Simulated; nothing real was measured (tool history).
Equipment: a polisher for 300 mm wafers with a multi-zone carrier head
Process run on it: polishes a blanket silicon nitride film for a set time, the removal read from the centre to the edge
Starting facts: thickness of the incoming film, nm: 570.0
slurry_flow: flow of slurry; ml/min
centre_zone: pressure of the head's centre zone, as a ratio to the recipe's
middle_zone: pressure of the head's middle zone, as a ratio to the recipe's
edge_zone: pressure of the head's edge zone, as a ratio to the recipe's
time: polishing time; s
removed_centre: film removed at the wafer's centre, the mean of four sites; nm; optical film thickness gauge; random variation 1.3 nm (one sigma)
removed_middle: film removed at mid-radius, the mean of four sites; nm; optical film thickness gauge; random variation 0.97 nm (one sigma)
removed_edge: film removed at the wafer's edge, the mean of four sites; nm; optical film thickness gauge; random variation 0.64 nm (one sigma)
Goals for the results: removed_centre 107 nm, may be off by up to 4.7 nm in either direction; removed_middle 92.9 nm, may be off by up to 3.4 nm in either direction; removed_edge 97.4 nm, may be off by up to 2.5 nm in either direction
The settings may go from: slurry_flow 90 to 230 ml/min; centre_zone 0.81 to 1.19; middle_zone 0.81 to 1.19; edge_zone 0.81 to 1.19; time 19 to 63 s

run	hour	slurry_flow	centre_zone	middle_zone	edge_zone	time	removed_centre	removed_middle	removed_edge
1	0	150	1	1	1	41	71.048	71.739	66.768
2	4.8	120	1	1	1	41	67.279	67.501	63.849
3	11.5	120	1	1	1	32	51.679	53.381	50.091
4	14.9	120	1	1	0.97	32	52.42	52.468	49.161
5	20.8	120	1	1	0.93	32	51.833	54.093	48.21
6	22.4	130	1.01	1	0.97	35	59.589	59.213	55.212
7	25.8	130	1.01	1	0.97	35	57.785	58.781	55.021
8	30.4	140	1.04	1	0.98	37	65.319	63.671	59.455
9	34.1	150	1.05	1	1.01	39	71.328	68.76	63.609
10	36.7	155	1.05	0.99	1.03	41	77.257	71.21	67.318
11	37.4	160	1.04	0.98	1.05	43	77.881	74.749	72.897
12	41.3	170	1.05	0.98	1.07	44	83.4	78.124	75.131
13	47.6	175	1.05	0.97	1.08	45	84.403	79.277	78.023
14	50.2	180	1.06	0.96	1.09	46	87.124	79.207	79.239
15	56	180	1.06	0.96	1.1	47	89.612	82.429	82.516
# hour 60.6: edge zone pressure recalibrated
16	60.6	185	1.07	0.96	1.11	48	91.361	84.012	88.796
17	62.5	190	1.09	0.97	1.11	48	97.133	85.194	89.274
18	65.7	220	1.1	1.01	1.19	49	98.821	92.205	95.046
19	69.4	220	1.11	1.01	1.19	49	101.55	91.008	96.835
20	74.8	220	1.11	1.01	1.19	49	103.07	92.912	95.999

5 candidate next runs follow, results not yet known. Just one meets every target within its allowed miss. Identify it.
A	80.2	210	1.15	0.97	1.18	54	?	?	?
B	80.2	205	1.19	0.96	1.18	49	?	?	?
C	80.2	230	1.12	0.98	1.13	51	?	?	?
D	80.2	210	1.16	1.04	1.19	47	?	?	?
E	80.2	220	1.1	1.02	1.18	48	?	?	?

move	removed_centre	removed_middle	removed_edge
A	115.99	97.109	104.39
B	108.51	87.033	94.492
C	108.15	93.673	97.278
D	101.89	89.639	91.174
E	99.339	90.663	93.173
A: pushes the last run's worst result past its target
B: the furthest-off result lands on target, but another misses its tolerance
C: every result lands within tolerance
D: further off than the last run
E: further off than the last run
Correct choice: C, which meets every target

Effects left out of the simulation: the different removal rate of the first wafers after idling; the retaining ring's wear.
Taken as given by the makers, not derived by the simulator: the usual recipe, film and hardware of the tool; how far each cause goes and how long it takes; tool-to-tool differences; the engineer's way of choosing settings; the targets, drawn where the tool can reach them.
